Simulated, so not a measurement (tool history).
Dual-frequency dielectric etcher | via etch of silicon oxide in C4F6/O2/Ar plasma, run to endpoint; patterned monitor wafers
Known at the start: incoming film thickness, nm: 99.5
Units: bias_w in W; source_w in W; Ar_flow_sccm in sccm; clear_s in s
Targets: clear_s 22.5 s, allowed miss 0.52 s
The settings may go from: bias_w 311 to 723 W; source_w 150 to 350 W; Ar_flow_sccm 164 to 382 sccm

{"run": 1, "hour": 0.0, "bias_w": 517, "source_w": 250, "Ar_flow_sccm": 273, "clear_s": 24.751}
{"run": 2, "hour": 8.4, "bias_w": 546, "source_w": 250, "Ar_flow_sccm": 272, "clear_s": 24.035}
{"run": 3, "hour": 12.4, "bias_w": 546, "source_w": 240, "Ar_flow_sccm": 272, "clear_s": 24.561}
{"run": 4, "hour": 21.3, "bias_w": 572, "source_w": 240, "Ar_flow_sccm": 271, "clear_s": 24.069}
{"run": 5, "hour": 28.2, "bias_w": 506, "source_w": 240, "Ar_flow_sccm": 271, "clear_s": 25.148}
{"run": 6, "hour": 33.2, "bias_w": 445, "source_w": 240, "Ar_flow_sccm": 271, "clear_s": 26.501}
{"run": 7, "hour": 40.5, "bias_w": 548, "source_w": 260, "Ar_flow_sccm": 265, "clear_s": 23.62}
{"run": 8, "hour": 48.1, "bias_w": 562, "source_w": 260, "Ar_flow_sccm": 265, "clear_s": 23.249}

5 next moves are on the table. One of them brings every result within its allowed miss. Which?
{"run": "A", "hour": 55.7, "bias_w": 616, "source_w": 280, "Ar_flow_sccm": 273, "clear_s": "?"}
{"run": "B", "hour": 55.7, "bias_w": 664, "source_w": 260, "Ar_flow_sccm": 241, "clear_s": "?"}
{"run": "C", "hour": 55.7, "bias_w": 507, "source_w": 270, "Ar_flow_sccm": 272, "clear_s": "?"}
{"run": "D", "hour": 55.7, "bias_w": 541, "source_w": 300, "Ar_flow_sccm": 307, "clear_s": "?"}
{"run": "E", "hour": 55.7, "bias_w": 574, "source_w": 240, "Ar_flow_sccm": 312, "clear_s": "?"}

move=A clear_s=21.492
move=B clear_s=21.239
move=C clear_s=23.608
move=D clear_s=22.252
move=E clear_s=24.198
A: takes the result that was furthest off past its target
B: takes the result that was furthest off past its target
C: further off than the last run
D: meets every target
E: further off than the last run
Move D is the one to make.
